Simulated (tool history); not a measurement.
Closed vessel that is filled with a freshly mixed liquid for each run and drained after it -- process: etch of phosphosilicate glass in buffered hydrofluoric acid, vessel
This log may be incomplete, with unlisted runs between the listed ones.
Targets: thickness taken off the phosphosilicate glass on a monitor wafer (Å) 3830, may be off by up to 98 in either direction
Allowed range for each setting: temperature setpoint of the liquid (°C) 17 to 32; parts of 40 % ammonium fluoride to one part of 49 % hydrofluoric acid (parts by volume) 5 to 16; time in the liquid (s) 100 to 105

| run | hour | temperature setpoint of the liquid (°C) | parts of 40 % ammonium fluoride to one part of 49 % hydrofluoric acid (parts by volume) | time in the liquid (s) | thickness taken off the phosphosilicate glass on a monitor wafer (Å) |
|---|---|---|---|---|---|
| 1 | 0 | 25 | 9.5 | 100 | 2950.6 |
| 2 | 5.2 | 25 | 9.5 | 100 | 2929 |
| 3 | 11.2 | 26.5 | 9.5 | 100 | 3203.6 |
| 4 | 17.5 | 27.5 | 9.5 | 100 | 3364.4 |
|  | 25.5 | hydrofluoric acid flow meter replaced |
| 5 | 25.5 | 26 | 9.5 | 100 | 3281.6 |
| 6 | 30.2 | 27 | 9.5 | 100 | 3438.2 |
| 7 | 35.7 | 27.5 | 9.5 | 100 | 3536.2 |
| 8 | 41.1 | 28 | 9.5 | 100 | 3629.5 |

Below are 4 possible settings for the next run. Only one of them brings all results inside the allowed miss of their targets. Which is it?
| A | 46.5 | 27 | 10 | 100 | ? |
| B | 46.5 | 26.5 | 9.5 | 100 | ? |
| C | 46.5 | 29.5 | 9.5 | 105 | ? |
| D | 46.5 | 29.5 | 10.5 | 105 | ? |

| move | thickness taken off the phosphosilicate glass on a monitor wafer (Å) |
|---|---|
| A | 3321.5 |
| B | 3339.8 |
| C | 4112.5 |
| D | 3797.6 |
A: its largest miss is bigger than the last run's
B: its largest miss is bigger than the last run's
C: the result that was furthest off in the last run now lies on the other side of its target
D: every result within its allowed miss
The right move is D.
